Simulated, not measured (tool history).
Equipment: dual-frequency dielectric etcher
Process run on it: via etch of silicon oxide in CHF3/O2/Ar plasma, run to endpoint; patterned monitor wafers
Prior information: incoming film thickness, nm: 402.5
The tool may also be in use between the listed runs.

Run 1, hour 0.0: source power (W) 660, bias power (W) 178. Result: endpoint time (s) 183.34.
Run 2, hour 5.1: source power (W) 580, bias power (W) 178. Result: endpoint time (s) 193.60.
Run 3, hour 9.5: source power (W) 580, bias power (W) 166. Result: endpoint time (s) 196.82.
Run 4, hour 12.7: source power (W) 630, bias power (W) 170. Result: endpoint time (s) 191.14.
Run 5, hour 20.1: source power (W) 630, bias power (W) 182. Result: endpoint time (s) 187.05.
Run 6, hour 26.6: source power (W) 730, bias power (W) 182. Result: endpoint time (s) 171.76.

Run 7 has not been measured yet. What should we expect?
Run 7, hour 34.3: source power (W) 740, bias power (W) 183. Result: endpoint time (s) ?.

{"run 7": {"endpoint time (s)": 171.64}}
